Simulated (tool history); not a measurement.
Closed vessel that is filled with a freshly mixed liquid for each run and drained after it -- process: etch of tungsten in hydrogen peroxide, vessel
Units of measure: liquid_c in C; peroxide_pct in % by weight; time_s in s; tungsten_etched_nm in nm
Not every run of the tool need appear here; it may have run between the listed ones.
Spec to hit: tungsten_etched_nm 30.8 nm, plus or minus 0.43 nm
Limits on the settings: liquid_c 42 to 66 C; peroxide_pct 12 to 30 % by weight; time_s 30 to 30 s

run  hour  liquid_c  peroxide_pct  time_s  tungsten_etched_nm
  1     0        58          20.5      30              59.992
  2   4.8        52          20.5      30              42.218
  3   8.1      51.5          20.5      30              40.936
  4   8.9      51.5          20.5      30              41.074
  5  17.5      57.5          20.5      30              58.116
  6  25.9        63          20.5      30              79.594
  7  26.5        61          20.5      30              71.621
  8  27.1        53          20.5      30              44.931
  9  34.4        52          20.5      30              42.203
 10  42.4      51.5          20.5      30              40.859
 11  44.3        51          20.5      30              39.577
 12  49.3      50.5          20.5      30              38.192
 13  54.5        50          20.5      30              37.311
 14  61.3      49.5          20.5      30              36.009
 15  62.2        49          20.5      30              34.858
 16    68      48.5          20.5      30              33.865
 17  72.6      47.5          20.5      30              31.994
 18  74.4      46.5          20.5      30              30.172

5 next moves are on the table. One of them brings every result within its allowed miss. Which?
  A  76.2      45.5          22.5      30                   ?
  B  76.2      47.5          17.5      30                   ?
  C  76.2      46.5          19.5      30                   ?
  D  76.2        45            23      30                   ?
  E  76.2        46            23      30                   ?

move  tungsten_etched_nm
   A              29.428
   B              29.407
   C              29.168
   D              28.831
   E              30.702
A: lands further from the targets than the last run did
B: lands further from the targets than the last run did
C: lands further from the targets than the last run did
D: lands further from the targets than the last run did
E: each result inside its tolerance
The right move is E.
